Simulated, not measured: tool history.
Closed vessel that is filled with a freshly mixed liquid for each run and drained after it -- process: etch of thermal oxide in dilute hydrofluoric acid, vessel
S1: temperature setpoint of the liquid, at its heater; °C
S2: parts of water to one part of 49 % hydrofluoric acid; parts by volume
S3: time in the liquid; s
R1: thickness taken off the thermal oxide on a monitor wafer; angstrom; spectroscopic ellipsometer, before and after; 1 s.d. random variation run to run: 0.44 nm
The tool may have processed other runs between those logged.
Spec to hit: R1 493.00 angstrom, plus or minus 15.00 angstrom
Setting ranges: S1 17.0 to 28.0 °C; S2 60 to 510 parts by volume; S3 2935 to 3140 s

Run 1, hour 0.0: S1 20.0 °C, S2 285 parts by volume, S3 2935 s. Result: R1 300.70 angstrom.
Run 2, hour 4.9: S1 22.5 °C, S2 265 parts by volume, S3 2935 s. Result: R1 361.25 angstrom.
Run 3, hour 8.5: S1 22.5 °C, S2 265 parts by volume, S3 3140 s. Result: R1 391.01 angstrom.
Run 4, hour 10.6: S1 22.5 °C, S2 265 parts by volume, S3 3140 s. Result: R1 387.98 angstrom.
Run 5, hour 14.3: S1 24.0 °C, S2 255 parts by volume, S3 3140 s. Result: R1 426.38 angstrom.
Run 6, hour 22.6: S1 24.0 °C, S2 255 parts by volume, S3 2935 s. Result: R1 402.14 angstrom.
Run 7, hour 31.9: S1 25.5 °C, S2 250 parts by volume, S3 2935 s. Result: R1 436.63 angstrom.
Run 8, hour 41.7: S1 26.5 °C, S2 250 parts by volume, S3 2935 s. Result: R1 450.84 angstrom.
Run 9, hour 50.0: S1 27.0 °C, S2 245 parts by volume, S3 2935 s. Result: R1 459.85 angstrom.
At hour 52.8: hydrofluoric acid flow meter replaced.
Run 10, hour 52.8: S1 27.5 °C, S2 240 parts by volume, S3 2935 s. Result: R1 527.29 angstrom.
Run 11, hour 54.3: S1 27.0 °C, S2 240 parts by volume, S3 2935 s. Result: R1 531.06 angstrom.

Next run, 4 choices. One meets every target within its allowed miss, the rest don't. Which?
Run A, hour 55.8: S1 27.5 °C, S2 260 parts by volume, S3 2990 s. Result: R1 ?.
Run B, hour 55.8: S1 27.5 °C, S2 235 parts by volume, S3 2935 s. Result: R1 ?.
Run C, hour 55.8: S1 27.5 °C, S2 270 parts by volume, S3 2980 s. Result: R1 ?.
Run D, hour 55.8: S1 27.0 °C, S2 270 parts by volume, S3 3040 s. Result: R1 ?.

move      R1
   A  484.23
   B  540.59
   C  459.73
   D  461.09
A: every result lands within tolerance
B: misses by more than the last run did
C: takes the biggest miss from the last run beyond its target
D: takes the biggest miss from the last run beyond its target
The move that meets every target is A.
